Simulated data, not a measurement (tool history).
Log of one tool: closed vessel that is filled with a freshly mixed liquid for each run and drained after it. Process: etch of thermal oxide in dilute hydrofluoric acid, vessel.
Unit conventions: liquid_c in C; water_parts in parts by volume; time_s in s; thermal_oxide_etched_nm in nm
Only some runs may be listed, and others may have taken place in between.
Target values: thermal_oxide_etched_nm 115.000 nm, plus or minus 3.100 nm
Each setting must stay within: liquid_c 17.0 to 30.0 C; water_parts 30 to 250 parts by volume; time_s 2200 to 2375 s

| run | hour | liquid_c | water_parts | time_s | thermal_oxide_etched_nm |
|---|---|---|---|---|---|
| 1 | 0.0 | 22.0 | 140 | 2200 | 59.625 |
| 2 | 2.0 | 24.0 | 130 | 2200 | 70.148 |
| 3 | 5.6 | 24.0 | 90 | 2200 | 105.710 |
| 4 | 13.3 | 24.0 | 55 | 2200 | 181.490 |
| 5 | 19.7 | 22.5 | 60 | 2200 | 156.430 |
| 6 | 28.3 | 22.5 | 105 | 2200 | 84.228 |
| 7 | 36.3 | 24.0 | 105 | 2200 | 90.713 |
| 8 | 37.4 | 25.0 | 100 | 2200 | 98.869 |
| 9 | 40.5 | 26.0 | 100 | 2200 | 103.230 |
| 10 | 46.1 | 27.0 | 100 | 2200 | 106.840 |

Pick the move, out of 5, that brings all results within their allowed miss; only one does.
| A | 51.7 | 26.0 | 105 | 2200 | ? |
| B | 51.7 | 24.0 | 100 | 2345 | ? |
| C | 51.7 | 27.5 | 110 | 2280 | ? |
| D | 51.7 | 25.0 | 100 | 2215 | ? |
| E | 51.7 | 28.5 | 105 | 2375 | ? |

| move | thermal_oxide_etched_nm |
|---|---|
| A | 96.648 |
| B | 100.640 |
| C | 100.630 |
| D | 98.888 |
| E | 114.820 |
A: lands further from the targets than the last run did
B: lands further from the targets than the last run did
C: lands further from the targets than the last run did
D: lands further from the targets than the last run did
E: each result inside its tolerance
Go with E: it meets all targets.
